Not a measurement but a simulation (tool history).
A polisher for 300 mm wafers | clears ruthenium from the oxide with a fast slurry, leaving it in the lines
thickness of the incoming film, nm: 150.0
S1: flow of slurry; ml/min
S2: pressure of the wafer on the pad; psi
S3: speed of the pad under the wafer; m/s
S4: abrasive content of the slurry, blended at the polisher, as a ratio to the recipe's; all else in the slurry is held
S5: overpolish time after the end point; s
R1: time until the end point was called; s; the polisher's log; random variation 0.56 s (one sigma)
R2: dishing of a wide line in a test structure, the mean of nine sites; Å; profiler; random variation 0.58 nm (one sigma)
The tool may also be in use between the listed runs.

Run 1, hour 0.0: S1 170 ml/min, S2 3.3 psi, S3 1.14 m/s, S4 1.00, S5 19 s. Result: R1 25.544 s, R2 754.82 Å.
Run 2, hour 3.0: S1 170 ml/min, S2 3.3 psi, S3 1.14 m/s, S4 1.10, S5 19 s. Result: R1 25.100 s, R2 816.88 Å.
Run 3, hour 4.4: S1 135 ml/min, S2 3.3 psi, S3 1.14 m/s, S4 1.10, S5 19 s. Result: R1 25.693 s, R2 795.48 Å.
Run 4, hour 5.5: S1 140 ml/min, S2 2.9 psi, S3 1.08 m/s, S4 1.05, S5 17 s. Result: R1 30.801 s, R2 644.39 Å.
Run 5, hour 7.2: S1 140 ml/min, S2 2.9 psi, S3 0.80 m/s, S4 1.05, S5 17 s. Result: R1 37.054 s, R2 522.31 Å.
Run 6, hour 13.4: S1 160 ml/min, S2 2.9 psi, S3 0.80 m/s, S4 1.05, S5 17 s. Result: R1 37.240 s, R2 538.24 Å.
Run 7, hour 19.8: S1 160 ml/min, S2 2.7 psi, S3 0.78 m/s, S4 1.05, S5 16 s. Result: R1 40.690 s, R2 491.07 Å.
Run 8, hour 22.1: S1 160 ml/min, S2 2.5 psi, S3 0.76 m/s, S4 1.05, S5 15 s. Result: R1 43.794 s, R2 423.33 Å.
Run 9, hour 31.0: S1 150 ml/min, S2 1.8 psi, S3 0.76 m/s, S4 1.05, S5 14 s. Result: R1 61.156 s, R2 294.47 Å.

Run 10 comes next. What will it give?
Run 10, hour 33.9: S1 155 ml/min, S2 1.9 psi, S3 0.76 m/s, S4 1.05, S5 14 s. Result: R1 ?, R2 ?.

Run 10 gave R1 56.825 s, R2 301.20 Å.

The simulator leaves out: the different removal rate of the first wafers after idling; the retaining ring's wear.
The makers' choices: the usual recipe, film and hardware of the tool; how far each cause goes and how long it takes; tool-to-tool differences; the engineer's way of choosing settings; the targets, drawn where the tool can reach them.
